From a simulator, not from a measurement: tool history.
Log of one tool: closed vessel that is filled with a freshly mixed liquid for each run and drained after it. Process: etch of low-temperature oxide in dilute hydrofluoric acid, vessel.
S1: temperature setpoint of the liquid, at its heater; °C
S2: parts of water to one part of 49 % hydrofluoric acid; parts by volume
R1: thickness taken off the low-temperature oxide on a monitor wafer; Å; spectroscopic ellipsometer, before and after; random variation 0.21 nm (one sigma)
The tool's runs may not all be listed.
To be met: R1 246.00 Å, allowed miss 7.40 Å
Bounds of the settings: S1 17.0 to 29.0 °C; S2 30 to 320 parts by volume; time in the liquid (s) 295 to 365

run 1 hour=0.0 | S1=21.0 S2=175 time_in_the_liquid_(s)=365 | R1=172.56
run 2 hour=7.7 | S1=23.0 S2=170 time_in_the_liquid_(s)=365 | R1=189.99
run 3 hour=15.3 | S1=23.0 S2=170 time_in_the_liquid_(s)=295 | R1=152.16
run 4 hour=24.5 | S1=23.0 S2=170 time_in_the_liquid_(s)=365 | R1=188.39
run 5 hour=31.2 | S1=23.0 S2=205 time_in_the_liquid_(s)=365 | R1=150.05
run 6 hour=35.5 | S1=23.0 S2=205 time_in_the_liquid_(s)=295 | R1=123.68
run 7 hour=42.0 | S1=24.5 S2=185 time_in_the_liquid_(s)=295 | R1=145.92
run 8 hour=51.5 | S1=25.0 S2=165 time_in_the_liquid_(s)=295 | R1=173.20
run 9 hour=59.8 | S1=26.0 S2=155 time_in_the_liquid_(s)=295 | R1=191.55
run 10 hour=65.6 | S1=26.5 S2=150 time_in_the_liquid_(s)=295 | R1=202.97
run 11 hour=74.0 | S1=29.0 S2=130 time_in_the_liquid_(s)=295 | R1=258.82
run 12 hour=76.4 | S1=28.5 S2=130 time_in_the_liquid_(s)=295 | R1=259.66
run 13 hour=81.3 | S1=28.0 S2=130 time_in_the_liquid_(s)=295 | R1=256.39

4 next moves are on the table. One of them brings every result within its allowed miss. Which?
run A hour=86.2 | S1=28.5 S2=135 time_in_the_liquid_(s)=295 | R1=?
run B hour=86.2 | S1=26.0 S2=155 time_in_the_liquid_(s)=360 | R1=?
run C hour=86.2 | S1=29.0 S2=135 time_in_the_liquid_(s)=310 | R1=?
run D hour=86.2 | S1=25.5 S2=115 time_in_the_liquid_(s)=300 | R1=?

move=A R1=247.32
move=B R1=233.70
move=C R1=264.73
move=D R1=270.38
A: meets every target
B: takes the result that was furthest off past its target
C: further off than the last run
D: further off than the last run
Answer: A

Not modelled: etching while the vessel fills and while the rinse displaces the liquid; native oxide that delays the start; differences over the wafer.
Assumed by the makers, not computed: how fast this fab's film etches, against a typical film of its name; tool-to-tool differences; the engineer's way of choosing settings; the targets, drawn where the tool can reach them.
